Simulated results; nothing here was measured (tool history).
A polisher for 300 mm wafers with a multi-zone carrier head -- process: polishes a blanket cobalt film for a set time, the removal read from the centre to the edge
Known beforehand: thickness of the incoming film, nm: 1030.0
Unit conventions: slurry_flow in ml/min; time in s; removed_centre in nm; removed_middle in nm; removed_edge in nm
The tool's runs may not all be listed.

run  hour  slurry_flow  centre_zone  middle_zone  edge_zone  time  removed_centre  removed_middle  removed_edge
  1     0          295            1            1          1    30          87.444          84.146         87.84
  2   6.9          295            1            1          1    33           98.78          92.162        96.731
  3   9.9          305         1.04         1.02       1.04    34          105.82          96.267         101.1
  4  14.9          305         1.04         1.02       1.04    39          120.48          113.83        117.57
  5  16.2          305         1.04         1.02       1.04    34          102.01          97.224        100.66
  6  25.2          310         1.07         1.01       1.04    36          113.94          101.31         107.4

Run 7 comes next. What will it give?
  7  31.7          315          1.1         1.02       1.06    37               ?               ?             ?

removed_centre: 118.57 nm
removed_middle: 105.95 nm
removed_edge: 112.47 nm
